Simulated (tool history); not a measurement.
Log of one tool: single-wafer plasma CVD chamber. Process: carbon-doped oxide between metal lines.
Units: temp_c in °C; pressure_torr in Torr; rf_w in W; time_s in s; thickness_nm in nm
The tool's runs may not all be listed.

run	hour	temp_c	pressure_torr	rf_w	time_s	thickness_nm
1	0	365	5.93	630	20.1	119.42
2	2.8	363	6.07	670	20.1	126.52
3	7.1	368	6.07	670	20.1	123.75
4	12.9	368	5.13	670	20.1	120.35
5	21.3	361	5.13	670	20.1	121.98
6	29.7	360	5.47	695	20.1	127.51
7	32.5	359	5.7	710	20.1	130.05

Forecast run 8:
8	36.5	358	5.87	720	20.1	?

Run 8 gave thickness_nm 130.81 nm.
